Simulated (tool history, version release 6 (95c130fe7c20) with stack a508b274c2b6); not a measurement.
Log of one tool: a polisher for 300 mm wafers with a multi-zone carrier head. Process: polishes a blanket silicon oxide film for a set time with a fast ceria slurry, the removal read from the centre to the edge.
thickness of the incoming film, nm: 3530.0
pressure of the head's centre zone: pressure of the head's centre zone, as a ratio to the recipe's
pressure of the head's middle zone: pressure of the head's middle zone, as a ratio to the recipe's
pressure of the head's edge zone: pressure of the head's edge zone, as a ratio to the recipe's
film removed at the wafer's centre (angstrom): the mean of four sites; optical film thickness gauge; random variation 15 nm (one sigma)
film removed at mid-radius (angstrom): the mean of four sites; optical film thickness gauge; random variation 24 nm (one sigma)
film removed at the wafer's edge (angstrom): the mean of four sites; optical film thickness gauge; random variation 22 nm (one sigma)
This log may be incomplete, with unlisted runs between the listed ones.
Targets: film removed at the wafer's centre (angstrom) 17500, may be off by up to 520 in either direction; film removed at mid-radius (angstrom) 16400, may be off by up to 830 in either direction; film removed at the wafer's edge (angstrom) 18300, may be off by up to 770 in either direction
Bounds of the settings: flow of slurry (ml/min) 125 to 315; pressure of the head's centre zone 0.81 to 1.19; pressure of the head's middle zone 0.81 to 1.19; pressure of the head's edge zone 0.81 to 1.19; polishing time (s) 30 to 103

| run | hour | flow of slurry (ml/min) | pressure of the head's centre zone | pressure of the head's middle zone | pressure of the head's edge zone | polishing time (s) | film removed at the wafer's centre (angstrom) | film removed at mid-radius (angstrom) | film removed at the wafer's edge (angstrom) |
|---|---|---|---|---|---|---|---|---|---|
| 1 | 0.0 | 205 | 1.00 | 1.00 | 1.00 | 66 | 14450 | 14110 | 14319 |
| 2 | 3.4 | 240 | 1.00 | 1.00 | 1.00 | 66 | 14686 | 14414 | 14556 |
| 3 | 8.5 | 240 | 1.05 | 1.00 | 1.00 | 66 | 15489 | 14371 | 14561 |
| 4 | 15.3 | 240 | 1.05 | 1.00 | 0.93 | 66 | 15485 | 13996 | 14452 |
| 5 | 21.2 | 240 | 1.05 | 1.03 | 0.93 | 66 | 15487 | 14600 | 14047 |
| 6 | 27.0 | 275 | 1.05 | 1.03 | 0.93 | 66 | 15781 | 14895 | 14429 |
| 7 | 28.6 | 275 | 1.04 | 1.02 | 0.94 | 67 | 15844 | 14859 | 15012 |
| 8 | 34.1 | 280 | 1.04 | 1.01 | 0.95 | 68 | 16342 | 15037 | 15232 |
|  | 38.1 | edge zone pressure recalibrated |
| 9 | 38.1 | 280 | 1.04 | 1.01 | 0.95 | 68 | 16115 | 15039 | 14645 |
| 10 | 44.6 | 260 | 1.03 | 1.00 | 0.97 | 70 | 16424 | 15423 | 15099 |
| 11 | 52.8 | 265 | 1.01 | 0.98 | 1.00 | 71 | 16346 | 15461 | 15311 |
| 12 | 57.4 | 245 | 1.00 | 0.96 | 1.02 | 73 | 16433 | 15587 | 16031 |

Which single option among these 5 for the next run brings every result within its allowed miss of target? Just one does.
| A | 62.0 | 215 | 0.96 | 0.91 | 1.05 | 83 | ? | ? | ? |
| B | 62.0 | 155 | 0.92 | 0.85 | 1.18 | 84 | ? | ? | ? |
| C | 62.0 | 260 | 0.90 | 0.90 | 0.95 | 80 | ? | ? | ? |
| D | 62.0 | 230 | 0.87 | 0.91 | 1.05 | 80 | ? | ? | ? |
| E | 62.0 | 260 | 1.01 | 1.01 | 1.02 | 73 | ? | ? | ? |

| move | film removed at the wafer's centre (angstrom) | film removed at mid-radius (angstrom) | film removed at the wafer's edge (angstrom) |
|---|---|---|---|
| A | 17487 | 16345 | 18515 |
| B | 16241 | 15052 | 19155 |
| C | 16133 | 15921 | 17404 |
| D | 15383 | 15874 | 17940 |
| E | 16549 | 15990 | 16307 |
A: all results land within tolerance of their targets
B: pushes the last run's worst result past its target
C: moves toward the targets from the last run without getting all of them in spec
D: gets the furthest-off result to its target, but another result is out of tolerance
E: moves toward the targets from the last run without getting all of them in spec
A meets every target.
